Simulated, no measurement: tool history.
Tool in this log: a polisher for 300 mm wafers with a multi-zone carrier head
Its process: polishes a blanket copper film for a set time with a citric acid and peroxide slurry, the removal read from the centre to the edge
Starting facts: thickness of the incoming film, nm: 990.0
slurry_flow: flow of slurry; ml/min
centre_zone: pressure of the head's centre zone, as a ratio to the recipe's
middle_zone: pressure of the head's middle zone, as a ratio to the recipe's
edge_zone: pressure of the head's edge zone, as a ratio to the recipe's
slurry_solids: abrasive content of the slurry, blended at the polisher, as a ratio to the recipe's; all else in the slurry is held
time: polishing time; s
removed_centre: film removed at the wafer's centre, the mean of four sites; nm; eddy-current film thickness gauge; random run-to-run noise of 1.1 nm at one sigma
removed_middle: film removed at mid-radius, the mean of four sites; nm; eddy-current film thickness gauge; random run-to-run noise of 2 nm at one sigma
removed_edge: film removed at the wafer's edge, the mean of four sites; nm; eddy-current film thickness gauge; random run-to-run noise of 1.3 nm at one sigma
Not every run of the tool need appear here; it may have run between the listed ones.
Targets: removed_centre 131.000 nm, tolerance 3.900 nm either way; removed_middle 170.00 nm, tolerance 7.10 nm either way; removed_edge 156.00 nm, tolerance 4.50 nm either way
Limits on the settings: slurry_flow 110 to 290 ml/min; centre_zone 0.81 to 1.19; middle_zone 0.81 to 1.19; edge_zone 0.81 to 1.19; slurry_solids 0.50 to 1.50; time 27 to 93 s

run	day	slurry_flow	centre_zone	middle_zone	edge_zone	slurry_solids	time	removed_centre	removed_middle	removed_edge
1	0.000	185	1.00	1.00	1.00	1.00	59	121.620	123.88	119.12
2	0.300	195	0.97	1.04	1.05	1.15	60	129.170	136.72	128.43
3	0.462	185	0.92	1.07	1.09	1.20	62	127.480	144.38	133.89
4	0.542	185	0.89	1.08	1.12	1.25	63	123.850	148.66	142.19
5	0.808	185	0.89	1.08	1.12	1.10	63	120.370	143.63	135.86
6	0.892	185	0.89	1.08	1.12	1.10	52	100.040	121.49	114.42
7	1.154	195	0.88	1.10	1.14	1.20	55	107.410	131.92	122.58
8	1.375	190	0.87	1.11	1.14	1.25	58	111.790	142.44	133.02

Pick the move, out of 4, that brings all results within their allowed miss; only one does.
A	1.596	195	0.83	1.08	1.08	1.35	69	?	?	?
B	1.596	185	0.86	1.19	1.18	1.30	71	?	?	?
C	1.596	200	0.92	1.10	1.12	1.30	68	?	?	?
D	1.596	185	0.86	1.06	1.14	1.20	52	?	?	?

move	removed_centre	removed_middle	removed_edge
A	131.970	166.92	155.36
B	138.370	183.50	164.54
C	143.420	165.91	154.76
D	99.143	119.16	116.11
A: each result inside its tolerance
B: takes the result that was furthest off past its target
C: brings the result that was furthest off to its target, and leaves another outside
D: the biggest miss grows against the last run
Answer: A
